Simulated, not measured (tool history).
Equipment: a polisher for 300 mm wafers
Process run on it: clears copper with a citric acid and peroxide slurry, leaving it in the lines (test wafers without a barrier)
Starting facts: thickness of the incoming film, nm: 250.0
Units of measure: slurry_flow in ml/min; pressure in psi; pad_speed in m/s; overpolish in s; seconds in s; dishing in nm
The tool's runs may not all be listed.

run,hour,slurry_flow,pressure,pad_speed,slurry_solids,overpolish,seconds,dishing
1,0,175,4.2,0.86,1,28,139.19,39.894
2,5.6,175,5.3,0.86,1,28,115.43,47.155
3,8.1,170,5.2,0.86,1,32,118.95,53.87
4,15.7,165,5.2,0.86,1,34,116.39,53.996
5,24.1,165,5.2,0.98,1,34,105.82,61.109
6,30,130,5.2,0.98,1,34,109.8,58.223

Run 7 is up next; what results do you expect?
7,34.1,125,5,0.98,1,37,?,?

{"run 7": {"seconds": 113.07, "dishing": 60.533}}
